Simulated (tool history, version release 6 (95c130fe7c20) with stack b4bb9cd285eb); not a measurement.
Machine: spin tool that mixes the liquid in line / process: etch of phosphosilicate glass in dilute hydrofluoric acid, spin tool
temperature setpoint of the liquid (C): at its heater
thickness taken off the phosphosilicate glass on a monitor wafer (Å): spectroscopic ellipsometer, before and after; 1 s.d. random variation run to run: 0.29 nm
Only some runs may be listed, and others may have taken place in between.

run,hour,temperature setpoint of the liquid (C),parts of water to one part of 49 % hydrofluoric acid (parts by volume),time under the liquid (s),thickness taken off the phosphosilicate glass on a monitor wafer (Å)
1,0,22,215,70,508.87
2,3.5,22,215,75,550.67
3,10.6,20.5,225,75,483.92
4,14.2,19.5,225,75,479.45
5,18.7,17.5,225,75,437.19
6,25.3,17.5,190,75,534.65
7,31.4,17.5,205,75,490.02
8,34.6,17.5,215,75,461.21
9,40.7,17.5,225,75,432.41

For run 10, what comes out?
10,48.4,17.5,230,75,?

{"run 10": {"thickness taken off the phosphosilicate glass on a monitor wafer (Å)": 422.81}}
